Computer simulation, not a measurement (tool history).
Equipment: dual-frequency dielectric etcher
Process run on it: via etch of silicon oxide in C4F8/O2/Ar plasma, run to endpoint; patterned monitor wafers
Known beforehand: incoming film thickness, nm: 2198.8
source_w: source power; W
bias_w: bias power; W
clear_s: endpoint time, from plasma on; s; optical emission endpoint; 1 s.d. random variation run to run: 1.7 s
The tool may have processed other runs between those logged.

| run | hour | source_w | bias_w | clear_s |
|---|---|---|---|---|
| 1 | 0.0 | 1610 | 2565 | 429.70 |
| 2 | 2.9 | 1330 | 2565 | 474.28 |
| 3 | 8.0 | 1310 | 2563 | 478.05 |
| 4 | 10.4 | 1310 | 2132 | 514.92 |
| 5 | 12.6 | 1360 | 2136 | 505.90 |
| 6 | 15.7 | 1360 | 1867 | 533.80 |
| 7 | 21.7 | 1450 | 1874 | 517.02 |
| 8 | 30.1 | 1450 | 1874 | 513.32 |

Expected results for the next run?
| 9 | 35.8 | 1500 | 1877 | ? |

For run 9 the tool returned clear_s 507.05 s.

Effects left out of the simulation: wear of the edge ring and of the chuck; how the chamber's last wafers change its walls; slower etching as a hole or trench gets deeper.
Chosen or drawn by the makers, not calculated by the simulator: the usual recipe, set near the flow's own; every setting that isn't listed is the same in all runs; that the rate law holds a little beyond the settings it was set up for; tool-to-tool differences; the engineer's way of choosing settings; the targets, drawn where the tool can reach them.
